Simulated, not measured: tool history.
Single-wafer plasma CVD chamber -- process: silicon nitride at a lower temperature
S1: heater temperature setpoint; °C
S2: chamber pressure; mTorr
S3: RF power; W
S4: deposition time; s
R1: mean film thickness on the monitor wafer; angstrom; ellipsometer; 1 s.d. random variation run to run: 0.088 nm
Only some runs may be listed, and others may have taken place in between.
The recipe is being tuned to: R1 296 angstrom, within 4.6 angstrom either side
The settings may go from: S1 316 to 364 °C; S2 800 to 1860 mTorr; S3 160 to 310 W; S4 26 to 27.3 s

run 1 hour=0 | S1=340 S2=1330 S3=235 S4=27.3 | R1=248.01
run 2 hour=8.5 | S1=340 S2=1450 S3=240 S4=27.3 | R1=259.7
run 3 hour=10.4 | S1=340 S2=1550 S3=245 S4=27.3 | R1=270.29
run 4 hour=18.6 | S1=340 S2=1360 S3=245 S4=27.3 | R1=261.17
run 5 hour=19.8 | S1=340 S2=1470 S3=250 S4=27.3 | R1=268.95
run 6 hour=24.4 | S1=340 S2=1560 S3=250 S4=27.3 | R1=274.62
run 7 hour=26.5 | S1=340 S2=1630 S3=250 S4=27.3 | R1=278.07
run 8 hour=29.4 | S1=340 S2=1680 S3=250 S4=27.3 | R1=280.41
run 9 hour=30.9 | S1=340 S2=1680 S3=250 S4=27.3 | R1=279.71
run 10 hour=34.3 | S1=340 S2=1720 S3=255 S4=27.3 | R1=287.06
run 11 hour=40.6 | S1=340 S2=1750 S3=255 S4=27.3 | R1=289.19

4 next moves are on the table. One of them brings every result within its allowed miss. Which?
run A hour=46.9 | S1=351 S2=1400 S3=285 S4=26 | R1=?
run B hour=46.9 | S1=336 S2=1840 S3=255 S4=26.3 | R1=?
run C hour=46.9 | S1=339 S2=1780 S3=260 S4=26.2 | R1=?
run D hour=46.9 | S1=323 S2=1860 S3=255 S4=27.3 | R1=?

move=A R1=281.87
move=B R1=282.92
move=C R1=283.68
move=D R1=296.05
A: misses by more than the last run did
B: misses by more than the last run did
C: misses by more than the last run did
D: in spec on every target
D is the move that brings every result within its allowed miss.

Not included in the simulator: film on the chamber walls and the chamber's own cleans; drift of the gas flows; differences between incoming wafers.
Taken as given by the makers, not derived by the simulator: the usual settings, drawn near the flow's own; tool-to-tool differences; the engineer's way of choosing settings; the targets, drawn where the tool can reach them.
